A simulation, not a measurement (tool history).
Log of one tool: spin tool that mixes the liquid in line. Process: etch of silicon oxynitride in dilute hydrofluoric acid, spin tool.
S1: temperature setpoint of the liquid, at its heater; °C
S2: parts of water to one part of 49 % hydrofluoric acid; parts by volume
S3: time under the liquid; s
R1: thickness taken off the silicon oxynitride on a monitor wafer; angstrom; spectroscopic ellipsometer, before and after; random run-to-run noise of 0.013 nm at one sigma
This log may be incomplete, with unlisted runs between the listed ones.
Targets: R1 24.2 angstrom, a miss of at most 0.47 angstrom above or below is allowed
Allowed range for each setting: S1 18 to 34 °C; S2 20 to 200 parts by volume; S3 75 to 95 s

run  hour    S1   S2  S3      R1
  1     0    26  110  95  35.715
  2   6.7  24.5  110  95  33.539
  3    15    28  110  95  39.336
  4    24  30.5  110  95  43.814
  5  30.8  28.5  110  95  40.177
  6  35.5    27  110  95  37.774
  7  36.6  25.5  110  95   35.19
  8  40.7  24.5  110  95  33.591
  9    42  23.5  110  95  31.825
 10  49.1  22.5  110  95  30.397
 11  53.6    22  110  95  29.621
 12  60.9  21.5  110  95  29.235
 13  61.9    21  110  95  28.446

Exercise: of the 4 proposed moves below, exactly one satisfies all targets within the stated allowed misses. Which move is it?
  A  62.9  23.5  135  90   ?
  B  62.9    21   95  90   ?
  C  62.9    22  100  90   ?
  D  62.9  21.5  100  90   ?

move      R1
   A  24.271
   B  31.585
   C  31.372
   D  30.626
A: hits every target within its allowed miss
B: further off than the last run
C: further off than the last run
D: further off than the last run
Go with A: it meets all targets.
